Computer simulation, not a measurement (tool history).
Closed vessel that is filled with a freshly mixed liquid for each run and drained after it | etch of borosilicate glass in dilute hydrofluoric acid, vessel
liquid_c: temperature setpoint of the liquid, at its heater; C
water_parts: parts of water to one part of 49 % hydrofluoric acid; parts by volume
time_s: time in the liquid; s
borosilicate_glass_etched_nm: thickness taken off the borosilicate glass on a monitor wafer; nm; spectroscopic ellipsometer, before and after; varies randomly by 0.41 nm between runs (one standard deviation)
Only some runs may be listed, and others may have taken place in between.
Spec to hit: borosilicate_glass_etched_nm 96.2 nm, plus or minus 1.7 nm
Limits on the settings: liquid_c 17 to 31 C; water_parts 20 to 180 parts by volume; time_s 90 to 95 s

run 1 day=0 | liquid_c=23 water_parts=100 time_s=90 | borosilicate_glass_etched_nm=49.214
run 2 day=0.367 | liquid_c=23 water_parts=100 time_s=95 | borosilicate_glass_etched_nm=51.276
run 3 day=0.612 | liquid_c=24.5 water_parts=95 time_s=95 | borosilicate_glass_etched_nm=57.945
run 4 day=0.771 | liquid_c=24.5 water_parts=95 time_s=95 | borosilicate_glass_etched_nm=58.384
run 5 day=0.979 | liquid_c=21.5 water_parts=95 time_s=95 | borosilicate_glass_etched_nm=51.559
run 6 day=1.104 | liquid_c=23.5 water_parts=90 time_s=95 | borosilicate_glass_etched_nm=59.346
run 7 day=1.204 | liquid_c=25 water_parts=85 time_s=95 | borosilicate_glass_etched_nm=66.65
run 8 day=1.442 | liquid_c=26 water_parts=80 time_s=95 | borosilicate_glass_etched_nm=74.833
run 9 day=1.704 | liquid_c=27 water_parts=80 time_s=95 | borosilicate_glass_etched_nm=77.776

Of the 5 settings listed for the next run, only one would bring every result within its allowed miss of target. Which one?
run A day=1.967 | liquid_c=27.5 water_parts=70 time_s=95 | borosilicate_glass_etched_nm=?
run B day=1.967 | liquid_c=27.5 water_parts=65 time_s=95 | borosilicate_glass_etched_nm=?
run C day=1.967 | liquid_c=30 water_parts=70 time_s=95 | borosilicate_glass_etched_nm=?
run D day=1.967 | liquid_c=28 water_parts=75 time_s=95 | borosilicate_glass_etched_nm=?
run E day=1.967 | liquid_c=26.5 water_parts=65 time_s=95 | borosilicate_glass_etched_nm=?

move=A borosilicate_glass_etched_nm=91.454
move=B borosilicate_glass_etched_nm=99.184
move=C borosilicate_glass_etched_nm=100.8
move=D borosilicate_glass_etched_nm=86.437
move=E borosilicate_glass_etched_nm=95.326
A: closes in on the targets versus the last run, not all within tolerance yet
B: takes the result that was furthest off past its target
C: takes the result that was furthest off past its target
D: closes in on the targets versus the last run, not all within tolerance yet
E: meets every target
The move that meets every target is E.
